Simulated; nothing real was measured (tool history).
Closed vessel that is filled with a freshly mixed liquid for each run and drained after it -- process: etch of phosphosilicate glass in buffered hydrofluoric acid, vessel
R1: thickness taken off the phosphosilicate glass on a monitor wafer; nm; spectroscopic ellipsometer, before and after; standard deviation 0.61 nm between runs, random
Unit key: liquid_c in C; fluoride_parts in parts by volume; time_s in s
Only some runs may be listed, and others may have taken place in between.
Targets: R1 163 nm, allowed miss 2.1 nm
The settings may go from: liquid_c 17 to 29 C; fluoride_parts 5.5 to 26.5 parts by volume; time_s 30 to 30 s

run 1 hour=0 | liquid_c=21 fluoride_parts=16 time_s=30 | R1=93.323
run 2 hour=1.8 | liquid_c=22 fluoride_parts=15.5 time_s=30 | R1=101.39
run 3 hour=7.2 | liquid_c=22 fluoride_parts=12.5 time_s=30 | R1=126.11
run 4 hour=9.5 | liquid_c=22 fluoride_parts=8 time_s=30 | R1=190.3
run 5 hour=16.3 | liquid_c=21.5 fluoride_parts=8 time_s=30 | R1=183.06
run 6 hour=17 | liquid_c=21.5 fluoride_parts=8 time_s=30 | R1=184.41
run 7 hour=22.5 | liquid_c=21 fluoride_parts=8 time_s=30 | R1=180.11
run 8 hour=27 | liquid_c=20.5 fluoride_parts=8 time_s=30 | R1=174.42
run 9 hour=33.9 | liquid_c=19 fluoride_parts=8 time_s=30 | R1=160.13

Which single option among these 5 for the next run brings every result within its allowed miss of target? Just one does.
run A hour=40.8 | liquid_c=17.5 fluoride_parts=7.5 time_s=30 | R1=?
run B hour=40.8 | liquid_c=18.5 fluoride_parts=8 time_s=30 | R1=?
run C hour=40.8 | liquid_c=17.5 fluoride_parts=7 time_s=30 | R1=?
run D hour=40.8 | liquid_c=20.5 fluoride_parts=8.5 time_s=30 | R1=?
run E hour=40.8 | liquid_c=20 fluoride_parts=8.5 time_s=30 | R1=?

move=A R1=157.61
move=B R1=155.55
move=C R1=169.81
move=D R1=162.95
move=E R1=158.47
A: moves away from the targets compared with the last run
B: moves away from the targets compared with the last run
C: takes the biggest miss from the last run beyond its target
D: every result within its allowed miss
E: moves away from the targets compared with the last run
D meets every target.
